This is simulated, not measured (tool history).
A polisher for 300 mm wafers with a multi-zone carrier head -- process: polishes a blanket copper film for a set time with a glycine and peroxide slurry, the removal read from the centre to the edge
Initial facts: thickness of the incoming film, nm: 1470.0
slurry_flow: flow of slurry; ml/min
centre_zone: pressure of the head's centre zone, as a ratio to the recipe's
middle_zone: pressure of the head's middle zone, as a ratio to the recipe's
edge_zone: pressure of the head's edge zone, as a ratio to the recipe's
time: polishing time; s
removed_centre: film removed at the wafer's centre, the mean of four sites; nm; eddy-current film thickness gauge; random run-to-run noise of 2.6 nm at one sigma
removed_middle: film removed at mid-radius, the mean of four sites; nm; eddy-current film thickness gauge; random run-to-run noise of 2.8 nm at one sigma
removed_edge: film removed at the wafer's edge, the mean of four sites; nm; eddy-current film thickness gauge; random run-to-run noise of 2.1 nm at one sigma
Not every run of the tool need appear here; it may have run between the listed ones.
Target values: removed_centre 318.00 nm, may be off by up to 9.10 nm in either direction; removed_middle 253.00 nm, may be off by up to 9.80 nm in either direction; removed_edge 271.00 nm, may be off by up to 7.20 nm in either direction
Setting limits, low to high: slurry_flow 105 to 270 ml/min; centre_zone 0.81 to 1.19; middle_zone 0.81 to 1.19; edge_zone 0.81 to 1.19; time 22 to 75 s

{"run": 1, "hour": 0.0, "slurry_flow": 175, "centre_zone": 1.0, "middle_zone": 1.0, "edge_zone": 1.0, "time": 48, "removed_centre": 294.79, "removed_middle": 298.09, "removed_edge": 282.12}
{"run": 2, "hour": 6.6, "slurry_flow": 175, "centre_zone": 1.0, "middle_zone": 1.0, "edge_zone": 1.05, "time": 48, "removed_centre": 299.73, "removed_middle": 298.52, "removed_edge": 288.66}
{"run": 3, "hour": 7.5, "slurry_flow": 175, "centre_zone": 1.0, "middle_zone": 1.06, "edge_zone": 1.05, "time": 48, "removed_centre": 296.14, "removed_middle": 320.02, "removed_edge": 288.98}
{"run": 4, "hour": 14.8, "slurry_flow": 175, "centre_zone": 1.0, "middle_zone": 0.99, "edge_zone": 1.05, "time": 48, "removed_centre": 300.73, "removed_middle": 298.03, "removed_edge": 291.49}
{"run": 5, "hour": 19.9, "slurry_flow": 175, "centre_zone": 0.93, "middle_zone": 0.99, "edge_zone": 1.05, "time": 48, "removed_centre": 281.97, "removed_middle": 291.69, "removed_edge": 290.65}
{"run": 6, "hour": 20.6, "slurry_flow": 175, "centre_zone": 0.97, "middle_zone": 0.99, "edge_zone": 1.05, "time": 48, "removed_centre": 290.75, "removed_middle": 297.66, "removed_edge": 289.4}
{"run": 7, "hour": 23.5, "slurry_flow": 175, "centre_zone": 0.99, "middle_zone": 0.97, "edge_zone": 1.04, "time": 48, "removed_centre": 297.24, "removed_middle": 287.18, "removed_edge": 291.4}
{"run": 8, "hour": 27.8, "slurry_flow": 175, "centre_zone": 1.01, "middle_zone": 0.96, "edge_zone": 1.02, "time": 48, "removed_centre": 301.03, "removed_middle": 295.84, "removed_edge": 287.31}
{"run": 9, "hour": 31.9, "slurry_flow": 175, "centre_zone": 1.03, "middle_zone": 0.94, "edge_zone": 1.03, "time": 47, "removed_centre": 300.96, "removed_middle": 284.7, "removed_edge": 282.61}
{"run": 10, "hour": 40.8, "slurry_flow": 175, "centre_zone": 1.04, "middle_zone": 0.92, "edge_zone": 1.03, "time": 47, "removed_centre": 305.34, "removed_middle": 270.19, "removed_edge": 283.12}
{"run": 11, "hour": 45.7, "slurry_flow": 175, "centre_zone": 1.05, "middle_zone": 0.91, "edge_zone": 1.02, "time": 47, "removed_centre": 305.38, "removed_middle": 271.04, "removed_edge": 279.7}
{"run": 12, "hour": 46.6, "slurry_flow": 175, "centre_zone": 1.05, "middle_zone": 0.91, "edge_zone": 1.02, "time": 47, "removed_centre": 306.55, "removed_middle": 276.47, "removed_edge": 281.54}
{"run": 13, "hour": 52.1, "slurry_flow": 175, "centre_zone": 1.06, "middle_zone": 0.9, "edge_zone": 1.02, "time": 47, "removed_centre": 310.69, "removed_middle": 267.83, "removed_edge": 283.75}

Which one of the following 4 next-run settings gets every result inside its allowed miss? There is exactly one.
{"run": "A", "hour": 57.6, "slurry_flow": 140, "centre_zone": 1.06, "middle_zone": 0.83, "edge_zone": 1.08, "time": 49, "removed_centre": "?", "removed_middle": "?", "removed_edge": "?"}
{"run": "B", "hour": 57.6, "slurry_flow": 210, "centre_zone": 1.04, "middle_zone": 0.97, "edge_zone": 1.0, "time": 47, "removed_centre": "?", "removed_middle": "?", "removed_edge": "?"}
{"run": "C", "hour": 57.6, "slurry_flow": 225, "centre_zone": 1.15, "middle_zone": 0.9, "edge_zone": 1.1, "time": 43, "removed_centre": "?", "removed_middle": "?", "removed_edge": "?"}
{"run": "D", "hour": 57.6, "slurry_flow": 160, "centre_zone": 1.02, "middle_zone": 0.9, "edge_zone": 0.96, "time": 50, "removed_centre": "?", "removed_middle": "?", "removed_edge": "?"}

move=A removed_centre=306.67 removed_middle=248.50 removed_edge=295.15
move=B removed_centre=314.65 removed_middle=291.29 removed_edge=291.76
move=C removed_centre=321.88 removed_middle=253.27 removed_edge=277.28
move=D removed_centre=311.27 removed_middle=278.41 removed_edge=296.42
A: misses by more than the last run did
B: misses by more than the last run did
C: in spec on every target
D: misses by more than the last run did
The right move is C.
